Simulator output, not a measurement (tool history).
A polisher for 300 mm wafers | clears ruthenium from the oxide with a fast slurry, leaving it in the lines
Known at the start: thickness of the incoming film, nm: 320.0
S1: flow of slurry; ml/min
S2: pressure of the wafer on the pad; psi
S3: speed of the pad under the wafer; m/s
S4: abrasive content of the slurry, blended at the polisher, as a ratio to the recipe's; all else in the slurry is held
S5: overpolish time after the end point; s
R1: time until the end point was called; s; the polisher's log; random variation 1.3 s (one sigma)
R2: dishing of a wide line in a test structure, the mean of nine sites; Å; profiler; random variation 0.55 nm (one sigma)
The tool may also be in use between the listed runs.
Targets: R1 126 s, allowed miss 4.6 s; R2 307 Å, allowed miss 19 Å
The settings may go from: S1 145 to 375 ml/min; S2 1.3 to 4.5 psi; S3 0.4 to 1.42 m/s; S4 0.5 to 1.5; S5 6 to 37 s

run 1 hour=0 | S1=240 S2=2.9 S3=0.9 S4=1 S5=19 | R1=113.11 R2=476.95
run 2 hour=7.3 | S1=240 S2=2.8 S3=0.9 S4=1 S5=18 | R1=117.58 R2=443.03
run 3 hour=12.8 | S1=240 S2=2.8 S3=1.02 S4=1 S5=18 | R1=103.85 R2=482.55
run 4 hour=21.4 | S1=240 S2=2.8 S3=1.02 S4=1 S5=14 | R1=101.6 R2=384.3
run 5 hour=22.8 | S1=295 S2=2.8 S3=1.02 S4=1 S5=14 | R1=99.336 R2=386.49
run 6 hour=25.7 | S1=295 S2=2.7 S3=1.02 S4=1 S5=14 | R1=104.39 R2=394.67
run 7 hour=31.3 | S1=290 S2=2.2 S3=1 S4=1 S5=10 | R1=130.31 R2=223.29
run 8 hour=37.3 | S1=290 S2=2.2 S3=1 S4=1 S5=11 | R1=129.89 R2=251.28

4 next moves are on the table. One of them brings every result within its allowed miss. Which?
run A hour=43.3 | S1=275 S2=2.4 S3=0.8 S4=1.25 S5=13 | R1=? R2=?
run B hour=43.3 | S1=355 S2=2.3 S3=1.02 S4=0.75 S5=13 | R1=? R2=?
run C hour=43.3 | S1=325 S2=2.2 S3=1.22 S4=0.75 S5=13 | R1=? R2=?
run D hour=43.3 | S1=265 S2=1.8 S3=1.14 S4=1.05 S5=14 | R1=? R2=?

move=A R1=134.69 R2=283.41
move=B R1=142.66 R2=268.72
move=C R1=125.89 R2=301.6
move=D R1=136.97 R2=298.78
A: nearer than the last run, and not there yet
B: further off than the last run
C: meets every target
D: brings the result that was furthest off to its target, and leaves another outside
Answer: C
